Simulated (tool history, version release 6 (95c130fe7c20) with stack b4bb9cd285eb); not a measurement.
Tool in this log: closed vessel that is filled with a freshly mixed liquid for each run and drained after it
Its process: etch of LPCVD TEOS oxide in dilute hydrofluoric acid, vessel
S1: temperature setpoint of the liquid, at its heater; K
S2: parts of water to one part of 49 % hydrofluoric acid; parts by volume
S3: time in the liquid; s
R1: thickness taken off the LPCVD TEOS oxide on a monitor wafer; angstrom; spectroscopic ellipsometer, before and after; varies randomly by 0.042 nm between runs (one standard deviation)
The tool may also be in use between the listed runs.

run,hour,S1,S2,S3,R1
1,0.0,295.15,250,30,42.301
2,5.5,296.15,250,30,43.377
3,12.3,296.15,185,30,63.009
4,17.9,296.15,275,30,38.899
5,22.5,296.15,340,30,29.366
6,28.6,296.15,340,30,28.994
7,31.3,297.65,325,30,32.642

Forecast run 8:
8,39.9,298.65,310,30,?

Run 8 came out at R1 36.072 angstrom.
